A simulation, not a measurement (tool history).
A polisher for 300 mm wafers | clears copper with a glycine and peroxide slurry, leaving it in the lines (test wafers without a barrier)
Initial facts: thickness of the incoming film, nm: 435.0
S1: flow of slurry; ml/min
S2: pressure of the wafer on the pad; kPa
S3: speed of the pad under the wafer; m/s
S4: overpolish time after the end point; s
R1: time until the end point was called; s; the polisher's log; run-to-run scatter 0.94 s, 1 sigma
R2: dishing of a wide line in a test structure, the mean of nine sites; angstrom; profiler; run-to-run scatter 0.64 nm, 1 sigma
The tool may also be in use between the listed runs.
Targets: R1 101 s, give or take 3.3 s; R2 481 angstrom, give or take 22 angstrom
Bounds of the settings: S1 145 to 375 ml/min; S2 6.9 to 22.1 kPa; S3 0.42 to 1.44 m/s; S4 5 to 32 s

run	day	S1	S2	S3	S4	R1	R2
1	0	240	14.5	0.92	16	135.09	377.35
2	0.208	240	15.2	0.92	16	129.29	387.79
3	0.292	240	15.9	0.92	16	126.86	398.44
4	0.354	245	16.5	0.92	16	123.22	402.86
5	0.675	245	17.2	0.92	16	117.67	422.33
# day 0.971: head pressure recalibrated
6	0.971	245	17.2	0.76	16	127.75	391.04
7	1.038	245	17.9	0.76	16	124.29	408.21
8	1.379	245	18.6	0.76	16	120.09	416.95
9	1.583	245	19.3	0.76	16	116.41	431.55
10	1.925	245	20	0.76	16	113.97	437.22
11	1.958	250	20	0.76	16	114.55	421.43

Of the 5 settings listed for the next run, only one would bring every result within its allowed miss of target. Which one?
A	1.992	165	20	0.76	18	?	?
B	1.992	180	16.5	1	20	?	?
C	1.992	190	21.4	0.92	15	?	?
D	1.992	245	21.4	0.82	16	?	?
E	1.992	190	19.3	0.66	14	?	?

move	R1	R2
A	118.81	459.81
B	109.81	527.17
C	94.777	474.78
D	101.31	475.49
E	133.77	335.2
A: misses by more than the last run did
B: nearer the targets than the last run, but a result is still out of spec
C: takes the result that was furthest off past its target
D: in spec on every target
E: misses by more than the last run did
Move D is the one to make.

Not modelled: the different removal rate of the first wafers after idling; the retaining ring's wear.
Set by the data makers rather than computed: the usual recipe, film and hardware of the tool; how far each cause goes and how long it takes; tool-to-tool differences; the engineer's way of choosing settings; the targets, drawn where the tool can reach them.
